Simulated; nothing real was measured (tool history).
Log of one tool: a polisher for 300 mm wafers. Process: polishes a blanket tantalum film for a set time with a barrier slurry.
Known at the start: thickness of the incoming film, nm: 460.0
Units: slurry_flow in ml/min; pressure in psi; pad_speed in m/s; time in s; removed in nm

run,hour,slurry_flow,pressure,pad_speed,slurry_solids,time,removed
1,0.0,230,1.5,0.94,1.0,42,40.379
2,1.5,230,1.4,0.94,1.0,42,38.371
3,9.4,230,1.3,0.94,1.0,42,35.995
4,16.2,260,1.3,0.94,1.0,42,37.018
5,24.7,290,1.3,0.94,1.0,42,37.463
6,32.7,280,1.2,0.94,1.0,42,34.754
7,35.9,275,1.1,0.94,1.0,42,32.808

Forecast run 8:
8,36.8,270,1.1,0.94,1.0,42,?

removed: 32.523 nm
